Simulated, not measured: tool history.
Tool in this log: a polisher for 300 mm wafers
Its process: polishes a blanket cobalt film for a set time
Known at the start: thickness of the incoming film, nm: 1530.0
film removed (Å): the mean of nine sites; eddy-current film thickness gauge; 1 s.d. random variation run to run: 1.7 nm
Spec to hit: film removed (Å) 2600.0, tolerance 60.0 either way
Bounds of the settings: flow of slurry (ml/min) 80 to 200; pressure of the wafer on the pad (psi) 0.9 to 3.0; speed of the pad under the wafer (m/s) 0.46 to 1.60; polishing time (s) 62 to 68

run	hour	flow of slurry (ml/min)	pressure of the wafer on the pad (psi)	speed of the pad under the wafer (m/s)	polishing time (s)	film removed (Å)
1	0.0	130	1.9	1.02	68	3880.4
2	0.9	130	1.9	1.02	68	3869.2
3	5.1	125	1.8	1.02	68	3678.9
4	6.1	125	1.8	1.02	62	3298.7
5	6.8	120	1.8	1.02	62	3309.9
6	14.6	115	1.8	1.02	62	3295.6
7	19.5	110	1.8	1.02	62	3227.9
8	25.7	105	1.8	1.02	62	3217.1
9	31.5	95	1.6	1.02	62	2841.3

4 candidate next runs follow, results not yet known. Just one meets every target within its allowed miss. Identify it.
A	37.3	100	1.7	0.84	65	?
B	37.3	80	1.7	0.82	65	?
C	37.3	95	1.4	1.20	62	?
D	37.3	90	1.7	0.90	64	?

move	film removed (Å)
A	2790.0
B	2595.9
C	2777.1
D	2799.7
A: nearer than the last run, and not there yet
B: every result within its allowed miss
C: nearer than the last run, and not there yet
D: nearer than the last run, and not there yet
The right move is B.
